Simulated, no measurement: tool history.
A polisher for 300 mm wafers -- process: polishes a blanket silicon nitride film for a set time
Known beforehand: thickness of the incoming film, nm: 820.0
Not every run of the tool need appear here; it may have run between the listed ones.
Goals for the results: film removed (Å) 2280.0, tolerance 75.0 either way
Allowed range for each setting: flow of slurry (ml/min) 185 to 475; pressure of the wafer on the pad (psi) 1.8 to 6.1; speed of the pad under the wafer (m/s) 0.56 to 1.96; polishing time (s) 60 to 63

run	hour	flow of slurry (ml/min)	pressure of the wafer on the pad (psi)	speed of the pad under the wafer (m/s)	polishing time (s)	film removed (Å)
1	0.0	305	3.9	1.26	60	1531.2
2	0.8	305	4.2	1.26	60	1658.7
3	4.5	245	4.2	1.26	60	1576.7
4	5.5	275	4.2	1.26	60	1629.5
5	9.4	275	4.2	1.02	60	1386.9
6	16.4	320	4.2	1.02	60	1419.3
7	24.7	320	4.2	1.02	60	1430.8
8	32.4	330	4.5	1.02	60	1525.9
# hour 35.2: slurry nozzle cleaned
9	35.2	330	4.5	1.02	60	1560.0
10	39.2	340	4.7	1.02	60	1605.7
11	47.4	340	4.7	1.02	60	1643.5
12	51.3	350	4.9	1.02	60	1736.5
13	55.2	355	5.1	1.02	60	1740.8
14	59.4	360	5.3	1.04	60	1870.5
15	61.3	365	5.5	1.04	60	1937.7
16	69.7	370	5.6	1.04	60	1997.0
17	71.7	370	6.1	1.04	60	2139.8

5 next moves are on the table. One of them brings every result within its allowed miss. Which?
A	73.7	435	5.3	1.14	60	?
B	73.7	340	5.9	1.00	60	?
C	73.7	375	6.1	1.04	63	?
D	73.7	340	5.8	1.08	60	?
E	73.7	415	5.6	1.04	62	?

move	film removed (Å)
A	2064.8
B	2027.1
C	2287.5
D	2120.0
E	2085.7
A: the biggest miss grows against the last run
B: the biggest miss grows against the last run
C: all results in spec
D: the biggest miss grows against the last run
E: the biggest miss grows against the last run
Correct choice: C, which meets every target
